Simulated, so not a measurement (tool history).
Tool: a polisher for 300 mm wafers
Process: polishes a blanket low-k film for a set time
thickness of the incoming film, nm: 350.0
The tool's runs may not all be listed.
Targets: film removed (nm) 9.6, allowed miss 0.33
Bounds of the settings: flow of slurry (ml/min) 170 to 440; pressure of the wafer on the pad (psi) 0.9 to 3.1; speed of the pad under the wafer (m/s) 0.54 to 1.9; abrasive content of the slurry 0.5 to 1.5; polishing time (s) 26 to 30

run,day,flow of slurry (ml/min),pressure of the wafer on the pad (psi),speed of the pad under the wafer (m/s),abrasive content of the slurry,polishing time (s),film removed (nm)
1,0,280,2,1.22,1,30,16.064
2,0.1,280,1.8,1.22,1,30,14.368
3,0.175,280,1.6,1.22,1,30,12.816
4,0.508,280,1.6,1.4,1,30,14.464
5,0.688,280,1.4,1.4,1,30,12.611
6,0.996,280,1.3,1.4,1,30,11.676
7,1.279,280,1.2,1.4,1,30,10.971
8,1.558,280,1.1,1.4,1,30,10.043
9,1.938,280,1,1.4,1,30,9.1589
10,2.108,280,1.1,1.4,1,30,9.9417

Which of these 5 next moves meets every target?
A,2.279,290,1.1,1.46,1,30,?
B,2.279,350,1,1.5,1.1,30,?
C,2.279,290,1.1,1.5,0.95,26,?
D,2.279,310,1.3,1.18,1.1,27,?
E,2.279,305,1.2,1.36,1.05,29,?

move,film removed (nm)
A,10.322
B,10.272
C,8.906
D,9.6805
E,10.54
A: further off than the last run
B: further off than the last run
C: takes the result that was furthest off past its target
D: meets every target
E: further off than the last run
Answer: D
